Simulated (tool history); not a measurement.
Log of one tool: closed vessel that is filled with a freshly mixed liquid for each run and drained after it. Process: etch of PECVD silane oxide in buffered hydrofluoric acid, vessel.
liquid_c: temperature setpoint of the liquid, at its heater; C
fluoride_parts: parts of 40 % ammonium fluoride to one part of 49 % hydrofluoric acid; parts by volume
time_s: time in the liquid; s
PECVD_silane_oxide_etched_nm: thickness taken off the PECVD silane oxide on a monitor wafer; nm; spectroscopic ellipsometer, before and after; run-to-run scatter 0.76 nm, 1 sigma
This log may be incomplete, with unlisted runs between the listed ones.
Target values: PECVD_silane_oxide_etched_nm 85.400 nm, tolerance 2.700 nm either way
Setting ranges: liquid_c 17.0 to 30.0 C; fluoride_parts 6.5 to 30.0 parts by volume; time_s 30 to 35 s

run,day,liquid_c,fluoride_parts,time_s,PECVD_silane_oxide_etched_nm
1,0.000,22.0,19.5,35,49.267
2,0.242,23.5,19.0,35,54.371
3,0.592,21.0,19.0,35,46.965
4,0.967,22.5,19.0,35,52.043
5,1.350,20.0,19.0,35,44.808
6,1.704,22.0,18.5,35,51.600
7,1.788,23.5,18.0,35,57.689
8,2.029,23.5,18.0,35,57.781
9,2.079,23.5,18.0,35,56.769
10,2.333,25.0,17.5,35,63.132
11,2.492,26.0,17.5,35,67.188
12,2.608,27.0,17.5,35,71.548
13,2.950,27.5,17.5,35,73.314

4 next moves are on the table. One of them brings every result within its allowed miss. Which?
A,3.292,29.0,16.5,35,?
B,3.292,30.0,15.5,35,?
C,3.292,28.5,15.0,35,?
D,3.292,26.5,13.5,35,?

move,PECVD_silane_oxide_etched_nm
A,85.099
B,95.388
C,90.999
D,90.680
A: meets every target
B: takes the result that was furthest off past its target
C: takes the result that was furthest off past its target
D: takes the result that was furthest off past its target
The move that meets every target is A.
